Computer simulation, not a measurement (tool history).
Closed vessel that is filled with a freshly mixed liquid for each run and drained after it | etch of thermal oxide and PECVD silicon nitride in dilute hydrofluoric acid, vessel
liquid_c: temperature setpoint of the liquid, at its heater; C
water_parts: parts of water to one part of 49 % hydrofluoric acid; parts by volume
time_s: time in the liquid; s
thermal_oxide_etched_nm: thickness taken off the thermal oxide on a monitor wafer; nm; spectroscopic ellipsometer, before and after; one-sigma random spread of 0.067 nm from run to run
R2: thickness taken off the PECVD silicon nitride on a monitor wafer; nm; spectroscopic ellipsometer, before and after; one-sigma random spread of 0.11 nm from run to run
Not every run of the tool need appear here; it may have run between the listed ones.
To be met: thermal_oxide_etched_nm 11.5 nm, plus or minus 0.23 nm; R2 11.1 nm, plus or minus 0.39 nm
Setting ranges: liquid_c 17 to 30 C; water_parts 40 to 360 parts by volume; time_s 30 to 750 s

run 1 hour=0 | liquid_c=22 water_parts=200 time_s=380 | thermal_oxide_etched_nm=7.2032 R2=7.6775
run 2 hour=7.3 | liquid_c=19 water_parts=200 time_s=380 | thermal_oxide_etched_nm=6.4501 R2=6.243
run 3 hour=8.1 | liquid_c=19.5 water_parts=180 time_s=375 | thermal_oxide_etched_nm=7.2837 R2=7.1604
run 4 hour=10.3 | liquid_c=19.5 water_parts=115 time_s=375 | thermal_oxide_etched_nm=12.342 R2=10.963
run 5 hour=13.8 | liquid_c=17.5 water_parts=115 time_s=375 | thermal_oxide_etched_nm=11.288 R2=9.6548
run 6 hour=16.3 | liquid_c=17 water_parts=115 time_s=375 | thermal_oxide_etched_nm=10.995 R2=9.3095
run 7 hour=25.3 | liquid_c=18 water_parts=120 time_s=380 | thermal_oxide_etched_nm=11.095 R2=9.6176
run 8 hour=28.8 | liquid_c=18.5 water_parts=125 time_s=380 | thermal_oxide_etched_nm=10.871 R2=9.5148
run 9 hour=30.5 | liquid_c=19 water_parts=125 time_s=380 | thermal_oxide_etched_nm=11.158 R2=9.9318

Of the 4 settings listed for the next run, only one would bring every result within its allowed miss of target. Which one?
run A hour=32.2 | liquid_c=20 water_parts=165 time_s=525 | thermal_oxide_etched_nm=? R2=?
run B hour=32.2 | liquid_c=17 water_parts=130 time_s=425 | thermal_oxide_etched_nm=? R2=?
run C hour=32.2 | liquid_c=23 water_parts=170 time_s=460 | thermal_oxide_etched_nm=? R2=?
run D hour=32.2 | liquid_c=22.5 water_parts=135 time_s=350 | thermal_oxide_etched_nm=? R2=?

move=A thermal_oxide_etched_nm=11.652 R2=11.215
move=B thermal_oxide_etched_nm=10.985 R2=9.3348
move=C thermal_oxide_etched_nm=11.073 R2=11.616
move=D thermal_oxide_etched_nm=10.817 R2=10.734
A: meets every target
B: its largest miss is bigger than the last run's
C: moves the result that the last run missed by most past its target, out the other side
D: meets the target for the result that was furthest off, but another lies outside its allowed miss
Go with A: it meets all targets.

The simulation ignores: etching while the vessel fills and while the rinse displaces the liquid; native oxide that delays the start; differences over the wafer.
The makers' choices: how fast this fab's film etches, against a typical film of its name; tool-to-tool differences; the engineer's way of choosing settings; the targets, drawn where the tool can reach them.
